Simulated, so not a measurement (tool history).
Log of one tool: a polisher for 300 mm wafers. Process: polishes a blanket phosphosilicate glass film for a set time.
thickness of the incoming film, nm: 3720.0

| run | hour | flow of slurry (ml/min) | pressure of the wafer on the pad (kPa) | speed of the pad under the wafer (cm/s) | abrasive content of the slurry | polishing time (s) | film removed (Å) |
|---|---|---|---|---|---|---|---|
| 1 | 0.0 | 320 | 24.1 | 88 | 1.0 | 51 | 4044.6 |
| 2 | 3.4 | 320 | 24.1 | 98 | 1.0 | 51 | 4344.2 |
| 3 | 10.3 | 320 | 23.4 | 98 | 1.0 | 51 | 4171.7 |
| 4 | 11.0 | 320 | 22.8 | 98 | 1.0 | 51 | 4101.7 |
| 5 | 17.4 | 320 | 22.1 | 98 | 1.0 | 51 | 3981.2 |
| 6 | 25.8 | 320 | 21.4 | 98 | 1.0 | 51 | 3829.2 |

Run 7 comes next. What will it give?
| 7 | 29.4 | 315 | 20.0 | 98 | 1.0 | 51 | ? |

film removed (Å): 3641.4
